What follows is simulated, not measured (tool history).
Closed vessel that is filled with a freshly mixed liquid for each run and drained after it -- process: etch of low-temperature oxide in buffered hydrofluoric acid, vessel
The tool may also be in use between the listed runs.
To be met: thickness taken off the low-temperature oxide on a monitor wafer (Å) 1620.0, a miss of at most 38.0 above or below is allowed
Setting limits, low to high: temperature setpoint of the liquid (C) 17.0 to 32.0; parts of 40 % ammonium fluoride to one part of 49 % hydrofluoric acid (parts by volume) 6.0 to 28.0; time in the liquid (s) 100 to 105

run    day  temperature setpoint of the liquid (C)  parts of 40 % ammonium fluoride to one part of 49 % hydrofluoric acid (parts by volume)  time in the liquid (s)  thickness taken off the low-temperature oxide on a monitor wafer (Å)
  1  0.000                                    24.0                                                                                     17.0                     100                                                                2572.6
  2  0.367                                    22.5                                                                                     17.5                     100                                                                2329.7
  3  0.667                                    21.5                                                                                     18.0                     100                                                                2134.1
  4  0.804                                    24.0                                                                                     18.0                     100                                                                2409.6
  5  0.983                                    27.5                                                                                     18.0                     100                                                                2927.5
  6  1.125                                    30.0                                                                                     18.0                     100                                                                3365.4
  7  1.250                                    27.0                                                                                     18.0                     100                                                                2851.4
  8  1.612                                    23.0                                                                                     18.5                     100                                                                2263.3
  9  1.688                                    21.5                                                                                     18.5                     100                                                                2072.3
 10  1.821                                    20.5                                                                                     18.5                     100                                                                1934.6
 11  2.079                                    20.0                                                                                     18.5                     100                                                                1914.9
 12  2.204                                    19.5                                                                                     18.5                     100                                                                1851.7
 13  2.288                                    19.0                                                                                     18.5                     100                                                                1796.5
 14  2.512                                    18.5                                                                                     18.5                     100                                                                1746.4

Pick the move, out of 4, that brings all results within their allowed miss; only one does.
  A  2.738                                    18.0                                                                                     19.0                     105                                                                     ?
  B  2.738                                    18.0                                                                                     17.0                     100                                                                     ?
  C  2.738                                    18.5                                                                                     20.0                     100                                                                     ?
  D  2.738                                    18.5                                                                                     19.0                     100                                                                     ?

move  thickness taken off the low-temperature oxide on a monitor wafer (Å)
   A                                                                1720.4
   B                                                                1828.8
   C                                                                1602.3
   D                                                                1685.7
A: gains on the last run, yet a result remains outside its allowed miss
B: misses by more than the last run did
C: in spec on every target
D: gains on the last run, yet a result remains outside its allowed miss
The right move is C.

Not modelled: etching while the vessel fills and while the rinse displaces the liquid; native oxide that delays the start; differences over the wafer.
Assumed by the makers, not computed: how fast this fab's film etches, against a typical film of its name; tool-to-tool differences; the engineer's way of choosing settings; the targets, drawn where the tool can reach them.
